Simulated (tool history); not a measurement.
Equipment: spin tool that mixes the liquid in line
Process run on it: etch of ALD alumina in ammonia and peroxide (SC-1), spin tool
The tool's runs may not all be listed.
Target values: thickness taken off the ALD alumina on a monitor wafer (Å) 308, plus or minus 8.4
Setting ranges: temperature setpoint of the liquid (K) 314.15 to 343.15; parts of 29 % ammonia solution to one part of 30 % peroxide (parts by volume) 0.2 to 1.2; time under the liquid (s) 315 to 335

run,hour,temperature setpoint of the liquid (K),parts of 29 % ammonia solution to one part of 30 % peroxide (parts by volume),time under the liquid (s),thickness taken off the ALD alumina on a monitor wafer (Å)
1,0,330.15,0.75,315,196.56
2,7.1,332.15,0.75,315,217.68
3,14,332.15,0.75,315,216.24
4,15,332.15,0.95,315,221.56
5,19,333.65,0.95,315,240.85
# hour 20.6: heated supply line repaired
6,20.6,333.65,1.2,315,283.61
7,22.9,334.15,1.2,315,284.42
8,30.3,334.65,1.2,315,294.02

Which of these 4 next moves meets every target?
A,37.7,333.65,0.95,320,?
B,37.7,333.15,1,335,?
C,37.7,334.15,1.2,335,?
D,37.7,331.65,1.2,335,?

move,thickness taken off the ALD alumina on a monitor wafer (Å)
A,280.51
B,287.63
C,308
D,270.86
A: lands further from the targets than the last run did
B: lands further from the targets than the last run did
C: all results in spec
D: lands further from the targets than the last run did
Go with C: it meets all targets.

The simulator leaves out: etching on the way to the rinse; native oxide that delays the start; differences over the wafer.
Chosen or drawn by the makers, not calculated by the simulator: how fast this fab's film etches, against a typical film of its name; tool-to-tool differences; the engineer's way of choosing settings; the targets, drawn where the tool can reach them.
